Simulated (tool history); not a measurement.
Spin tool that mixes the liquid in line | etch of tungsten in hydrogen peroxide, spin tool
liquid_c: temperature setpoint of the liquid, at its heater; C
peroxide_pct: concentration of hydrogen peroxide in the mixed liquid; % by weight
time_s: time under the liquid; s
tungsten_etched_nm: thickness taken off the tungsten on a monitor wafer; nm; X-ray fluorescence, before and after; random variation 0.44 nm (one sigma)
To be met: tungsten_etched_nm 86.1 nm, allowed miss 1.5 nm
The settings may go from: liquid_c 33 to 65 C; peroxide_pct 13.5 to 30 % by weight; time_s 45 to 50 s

run  hour  liquid_c  peroxide_pct  time_s  tungsten_etched_nm
  1     0        49          25.5      45              119.97
  2     5      48.5          25.5      45              116.19
  3   9.6        48          25.5      45              113.07
  4  13.4        48            29      45                 120
  5  19.1        53            29      45               162.4
  6    20      55.5            29      45               188.9
  7    22        54            29      45               174.1
  8  29.8      52.5            29      45              158.32
  9  34.5      52.5            29      45              159.27
 10  41.5        51            29      45              145.34
 11  46.6        50            29      45              136.24
 12  54.5        49            29      45              128.11
 13    59        48            29      45              119.67
 14  65.1      47.5            29      45              115.89
 15  72.7        47            29      45              112.91
 16  80.6      46.5            29      45              109.32
 17  82.5      46.5            29      45               109.7
 18  88.4        46            29      45              106.38
 19  89.2      45.5            29      45              101.71
 20  91.1        45            29      45              99.299
 21  94.4        42            29      45              82.285

Which of these 4 next moves meets every target?
  A  97.7        43            26      45                   ?
  B  97.7      41.5          23.5      50                   ?
  C  97.7        41            29      50                   ?
  D  97.7        40            30      50                   ?

move  tungsten_etched_nm
   A              83.367
   B              79.983
   C              86.029
   D              82.003
A: nearer than the last run, and not there yet
B: further off than the last run
C: meets every target
D: further off than the last run
Move C is the one to make.

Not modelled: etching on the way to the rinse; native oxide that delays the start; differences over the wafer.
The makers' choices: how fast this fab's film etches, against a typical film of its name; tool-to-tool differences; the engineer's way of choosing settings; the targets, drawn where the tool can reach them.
